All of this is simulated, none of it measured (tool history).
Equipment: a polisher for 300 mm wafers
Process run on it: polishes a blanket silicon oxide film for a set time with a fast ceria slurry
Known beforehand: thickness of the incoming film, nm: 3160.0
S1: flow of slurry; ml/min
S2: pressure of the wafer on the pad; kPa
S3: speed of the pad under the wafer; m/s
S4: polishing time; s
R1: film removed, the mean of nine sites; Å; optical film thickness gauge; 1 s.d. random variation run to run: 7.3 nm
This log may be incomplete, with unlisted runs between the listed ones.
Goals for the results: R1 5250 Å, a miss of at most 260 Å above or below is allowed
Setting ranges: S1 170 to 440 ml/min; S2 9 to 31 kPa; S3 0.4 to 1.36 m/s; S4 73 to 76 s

Run 1, hour 0: S1 280 ml/min, S2 20 kPa, S3 0.88 m/s, S4 73 s. Result: R1 10789 Å.
Run 2, hour 5.1: S1 280 ml/min, S2 17.9 kPa, S3 0.86 m/s, S4 73 s. Result: R1 9831.2 Å.
Run 3, hour 9.3: S1 280 ml/min, S2 16.5 kPa, S3 0.82 m/s, S4 73 s. Result: R1 8722.1 Å.
Run 4, hour 14.2: S1 280 ml/min, S2 15.2 kPa, S3 0.8 m/s, S4 73 s. Result: R1 8291.7 Å.
Run 5, hour 17.2: S1 225 ml/min, S2 15.2 kPa, S3 0.8 m/s, S4 73 s. Result: R1 8278 Å.
Run 6, hour 24.4: S1 225 ml/min, S2 14.5 kPa, S3 0.76 m/s, S4 73 s. Result: R1 7600.1 Å.
Run 7, hour 25: S1 225 ml/min, S2 13.8 kPa, S3 0.74 m/s, S4 73 s. Result: R1 7085.4 Å.
Run 8, hour 29.8: S1 225 ml/min, S2 13.1 kPa, S3 0.72 m/s, S4 73 s. Result: R1 6807.8 Å.
Run 9, hour 38: S1 225 ml/min, S2 12.4 kPa, S3 0.7 m/s, S4 73 s. Result: R1 6623.5 Å.
Run 10, hour 42.5: S1 225 ml/min, S2 11.7 kPa, S3 0.68 m/s, S4 73 s. Result: R1 6252.7 Å.
Run 11, hour 45.7: S1 225 ml/min, S2 11 kPa, S3 0.66 m/s, S4 73 s. Result: R1 5836.9 Å.

Of the 5 settings listed for the next run, only one would bring every result within its allowed miss of target. Which one?
Run A, hour 48.9: S1 255 ml/min, S2 9 kPa, S3 0.58 m/s, S4 73 s. Result: R1 ?.
Run B, hour 48.9: S1 250 ml/min, S2 13.1 kPa, S3 0.66 m/s, S4 76 s. Result: R1 ?.
Run C, hour 48.9: S1 235 ml/min, S2 9.7 kPa, S3 0.78 m/s, S4 76 s. Result: R1 ?.
Run D, hour 48.9: S1 215 ml/min, S2 9.7 kPa, S3 0.64 m/s, S4 74 s. Result: R1 ?.
Run E, hour 48.9: S1 170 ml/min, S2 11 kPa, S3 0.78 m/s, S4 76 s. Result: R1 ?.

move      R1
   A  4829.1
   B  6812.5
   C  6534.3
   D  5415.7
   E    6865
A: takes the biggest miss from the last run beyond its target
B: its largest miss is bigger than the last run's
C: its largest miss is bigger than the last run's
D: all results in spec
E: its largest miss is bigger than the last run's
D meets every target.

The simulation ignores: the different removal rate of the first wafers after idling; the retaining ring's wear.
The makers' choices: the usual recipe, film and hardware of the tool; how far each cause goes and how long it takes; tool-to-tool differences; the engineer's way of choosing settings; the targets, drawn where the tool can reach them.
